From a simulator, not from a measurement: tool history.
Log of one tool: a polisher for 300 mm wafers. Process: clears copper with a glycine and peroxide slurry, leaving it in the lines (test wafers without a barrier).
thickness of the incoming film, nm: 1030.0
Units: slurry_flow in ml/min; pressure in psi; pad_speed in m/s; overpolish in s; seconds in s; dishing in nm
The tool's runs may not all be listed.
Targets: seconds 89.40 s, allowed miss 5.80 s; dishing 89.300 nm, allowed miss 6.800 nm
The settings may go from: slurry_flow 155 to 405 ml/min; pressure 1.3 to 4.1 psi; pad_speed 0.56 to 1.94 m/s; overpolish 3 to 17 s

{"run": 1, "hour": 0.0, "slurry_flow": 260, "pressure": 2.7, "pad_speed": 1.24, "overpolish": 9, "seconds": 136.49, "dishing": 46.192}
{"run": 2, "hour": 6.5, "slurry_flow": 260, "pressure": 2.2, "pad_speed": 1.24, "overpolish": 9, "seconds": 161.68, "dishing": 39.918}
{"run": 3, "hour": 14.2, "slurry_flow": 260, "pressure": 2.2, "pad_speed": 1.24, "overpolish": 11, "seconds": 159.65, "dishing": 47.505}
{"run": 4, "hour": 20.6, "slurry_flow": 260, "pressure": 2.2, "pad_speed": 1.24, "overpolish": 13, "seconds": 156.9, "dishing": 54.219}
{"run": 5, "hour": 28.6, "slurry_flow": 260, "pressure": 2.6, "pad_speed": 1.26, "overpolish": 13, "seconds": 139.23, "dishing": 60.797}
{"run": 6, "hour": 36.6, "slurry_flow": 260, "pressure": 2.6, "pad_speed": 1.5, "overpolish": 13, "seconds": 120.7, "dishing": 66.91}
{"run": 7, "hour": 38.5, "slurry_flow": 260, "pressure": 2.8, "pad_speed": 1.52, "overpolish": 13, "seconds": 108.11, "dishing": 67.506}
{"run": 8, "hour": 42.4, "slurry_flow": 260, "pressure": 2.9, "pad_speed": 1.52, "overpolish": 14, "seconds": 106.84, "dishing": 74.972}
{"run": 9, "hour": 46.5, "slurry_flow": 260, "pressure": 3.0, "pad_speed": 1.52, "overpolish": 14, "seconds": 105.56, "dishing": 73.094}
{"run": 10, "hour": 51.7, "slurry_flow": 260, "pressure": 3.1, "pad_speed": 1.54, "overpolish": 14, "seconds": 100.12, "dishing": 81.365}
{"run": 11, "hour": 53.6, "slurry_flow": 260, "pressure": 3.2, "pad_speed": 1.54, "overpolish": 14, "seconds": 100.64, "dishing": 84.915}

Which of these 4 next moves meets every target?
{"run": "A", "hour": 55.5, "slurry_flow": 275, "pressure": 3.1, "pad_speed": 1.14, "overpolish": 16, "seconds": "?", "dishing": "?"}
{"run": "B", "hour": 55.5, "slurry_flow": 280, "pressure": 3.2, "pad_speed": 1.22, "overpolish": 17, "seconds": "?", "dishing": "?"}
{"run": "C", "hour": 55.5, "slurry_flow": 260, "pressure": 3.3, "pad_speed": 1.18, "overpolish": 16, "seconds": "?", "dishing": "?"}
{"run": "D", "hour": 55.5, "slurry_flow": 275, "pressure": 3.2, "pad_speed": 1.68, "overpolish": 15, "seconds": "?", "dishing": "?"}

move=A seconds=127.04 dishing=75.841
move=B seconds=116.94 dishing=83.404
move=C seconds=117.79 dishing=80.055
move=D seconds=90.04 dishing=89.722
A: further off than the last run
B: further off than the last run
C: further off than the last run
D: meets every target
Answer: D
